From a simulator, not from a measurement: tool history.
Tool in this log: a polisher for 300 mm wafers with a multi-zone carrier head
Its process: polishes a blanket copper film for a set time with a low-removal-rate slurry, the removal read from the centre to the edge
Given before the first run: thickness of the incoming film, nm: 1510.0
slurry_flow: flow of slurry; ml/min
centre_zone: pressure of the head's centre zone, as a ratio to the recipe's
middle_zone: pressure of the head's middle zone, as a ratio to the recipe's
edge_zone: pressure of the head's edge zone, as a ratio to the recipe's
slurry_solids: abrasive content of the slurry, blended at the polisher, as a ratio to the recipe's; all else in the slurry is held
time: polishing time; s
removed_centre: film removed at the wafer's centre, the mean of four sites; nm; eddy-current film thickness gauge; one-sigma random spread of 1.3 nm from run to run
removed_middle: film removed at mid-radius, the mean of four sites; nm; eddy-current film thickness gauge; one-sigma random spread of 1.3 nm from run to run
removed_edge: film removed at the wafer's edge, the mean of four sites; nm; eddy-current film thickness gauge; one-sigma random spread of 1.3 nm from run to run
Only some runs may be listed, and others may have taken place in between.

| run | hour | slurry_flow | centre_zone | middle_zone | edge_zone | slurry_solids | time | removed_centre | removed_middle | removed_edge |
|---|---|---|---|---|---|---|---|---|---|---|
| 1 | 0 | 215 | 1 | 1 | 1 | 1 | 84 | 196.99 | 195.94 | 193.98 |
| 2 | 4.8 | 215 | 1 | 1 | 1 | 0.8 | 84 | 188.45 | 191.4 | 187.4 |
| 3 | 13.2 | 215 | 1 | 0.92 | 1 | 0.8 | 84 | 188.5 | 178.56 | 187.29 |
| 4 | 18 | 210 | 1.01 | 0.91 | 0.98 | 0.75 | 84 | 186.89 | 170.15 | 184.04 |
| 5 | 19.8 | 210 | 1.01 | 0.91 | 0.98 | 0.65 | 84 | 181.82 | 166.24 | 176.64 |
| 6 | 28.2 | 210 | 0.97 | 0.91 | 0.98 | 0.65 | 84 | 176.58 | 167.99 | 178.97 |
|  | 31.7 | worn pad replaced by a new one |
| 7 | 31.7 | 210 | 0.98 | 0.91 | 0.96 | 0.65 | 84 | 188.51 | 183.02 | 188.65 |
| 8 | 35.2 | 205 | 1 | 0.92 | 0.96 | 0.65 | 84 | 192.13 | 181.76 | 189.22 |
| 9 | 39.6 | 205 | 1 | 0.92 | 0.96 | 0.65 | 84 | 191.89 | 181.18 | 193.62 |

For run 10, what comes out?
| 10 | 47.9 | 220 | 1.01 | 0.91 | 0.97 | 0.7 | 84 | ? | ? | ? |

removed_centre: 200.29 nm
removed_middle: 184.92 nm
removed_edge: 195.71 nm
